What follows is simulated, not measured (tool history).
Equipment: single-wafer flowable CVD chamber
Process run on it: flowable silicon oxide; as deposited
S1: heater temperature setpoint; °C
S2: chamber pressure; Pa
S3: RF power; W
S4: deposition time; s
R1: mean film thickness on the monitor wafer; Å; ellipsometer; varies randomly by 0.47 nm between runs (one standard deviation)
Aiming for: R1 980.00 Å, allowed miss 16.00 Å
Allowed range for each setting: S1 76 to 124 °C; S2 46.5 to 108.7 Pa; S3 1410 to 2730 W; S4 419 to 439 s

run 1 day=0.000 | S1=100 S2=77.6 S3=2070 S4=439 | R1=1902.70
run 2 day=0.242 | S1=111 S2=77.6 S3=2070 S4=439 | R1=1306.50
run 3 day=0.317 | S1=113 S2=77.6 S3=2070 S4=439 | R1=1213.80
run 4 day=0.383 | S1=113 S2=77.6 S3=2310 S4=439 | R1=1240.90
run 5 day=0.417 | S1=103 S2=77.6 S3=2310 S4=439 | R1=1745.60
run 6 day=0.700 | S1=103 S2=88.7 S3=2310 S4=439 | R1=1969.30
run 7 day=0.729 | S1=107 S2=88.7 S3=2310 S4=439 | R1=1719.40
-- day=0.750 capacitance manometer re-zeroed and calibrated
run 8 day=0.750 | S1=110 S2=88.7 S3=2310 S4=439 | R1=1503.10

Which single option among these 4 for the next run brings every result within its allowed miss of target? Just one does.
run A day=0.771 | S1=102 S2=89.3 S3=2345 S4=437 | R1=?
run B day=0.771 | S1=118 S2=81.9 S3=1960 S4=419 | R1=?
run C day=0.771 | S1=97 S2=96.1 S3=2360 S4=439 | R1=?
run D day=0.771 | S1=122 S2=84.4 S3=2215 S4=419 | R1=?

move=A R1=2010.30
move=B R1=984.63
move=C R1=2592.50
move=D R1=931.30
A: moves away from the targets compared with the last run
B: meets every target
C: moves away from the targets compared with the last run
D: the result that was furthest off in the last run now lies on the other side of its target
The move that meets every target is B.
